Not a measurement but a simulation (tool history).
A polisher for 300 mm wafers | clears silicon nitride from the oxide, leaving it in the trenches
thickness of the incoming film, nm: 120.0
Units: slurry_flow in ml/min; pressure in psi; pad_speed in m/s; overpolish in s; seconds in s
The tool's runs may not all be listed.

Run 1, hour 0.0: slurry_flow 240 ml/min, pressure 2.6 psi, pad_speed 1.28 m/s, overpolish 5 s. Result: seconds 111.330 s.
Run 2, hour 7.5: slurry_flow 240 ml/min, pressure 3.0 psi, pad_speed 1.28 m/s, overpolish 5 s. Result: seconds 96.983 s.
Run 3, hour 12.2: slurry_flow 240 ml/min, pressure 3.0 psi, pad_speed 1.58 m/s, overpolish 5 s. Result: seconds 79.323 s.
Run 4, hour 18.7: slurry_flow 240 ml/min, pressure 2.5 psi, pad_speed 1.48 m/s, overpolish 5 s. Result: seconds 100.190 s.
Run 5, hour 23.5: slurry_flow 240 ml/min, pressure 2.1 psi, pad_speed 1.40 m/s, overpolish 5 s. Result: seconds 121.850 s.
Run 6, hour 24.4: slurry_flow 240 ml/min, pressure 2.1 psi, pad_speed 1.40 m/s, overpolish 5 s. Result: seconds 122.640 s.

Run 7 comes next. What will it give?
Run 7, hour 25.8: slurry_flow 240 ml/min, pressure 1.8 psi, pad_speed 1.36 m/s, overpolish 5 s. Result: seconds ?.

Run 7 gave seconds 149.650 s.
